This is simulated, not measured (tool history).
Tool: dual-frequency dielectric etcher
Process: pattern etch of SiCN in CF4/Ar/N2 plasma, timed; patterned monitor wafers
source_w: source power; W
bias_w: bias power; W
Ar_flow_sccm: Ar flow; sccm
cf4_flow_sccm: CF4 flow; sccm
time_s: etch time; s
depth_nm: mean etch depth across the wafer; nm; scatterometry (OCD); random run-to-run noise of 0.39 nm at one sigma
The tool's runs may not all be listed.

run,hour,source_w,bias_w,Ar_flow_sccm,cf4_flow_sccm,time_s,depth_nm
1,0,460,59,92,49,117.5,98.483
2,6.8,460,59,81,49,117.5,100.74
3,15.6,430,59,81,49,117.5,94.623
4,20.6,430,59,81,49,108.5,88.136
5,23.3,410,59,81,49,108.5,82.556
6,27.8,410,59,81,45,108.5,81.888

Run 7 comes next. What will it give?
7,29.3,400,59,81,45,108.5,?

{"run 7": {"depth_nm": 79.988}}
